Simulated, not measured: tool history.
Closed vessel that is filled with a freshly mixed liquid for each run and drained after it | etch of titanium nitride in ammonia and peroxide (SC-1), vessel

run	hour	temperature setpoint of the liquid (K)	parts of water to one part of 30 % peroxide (parts by volume)	parts of 29 % ammonia solution to one part of 30 % peroxide (parts by volume)	time in the liquid (s)	thickness taken off the titanium nitride on a monitor wafer (angstrom)
1	0	324.15	20.5	0.45	500	363.07
2	9.1	321.65	22	0.45	500	294.57
3	11.6	326.15	22	0.45	500	398.94
4	19.2	326.15	22	0.45	540	431.31
5	25	323.65	24	0.45	540	352.59
6	26.8	321.65	26	0.45	540	292.13
7	30.5	319.65	27.5	0.45	540	240.99
8	37.7	318.15	28.5	0.45	540	213.86
9	43.8	317.15	29.5	0.45	540	199.37

For run 10, what comes out?
10	46.2	316.15	30.5	0.45	540	?

Logged for run 10: thickness taken off the titanium nitride on a monitor wafer (angstrom) 177.65.
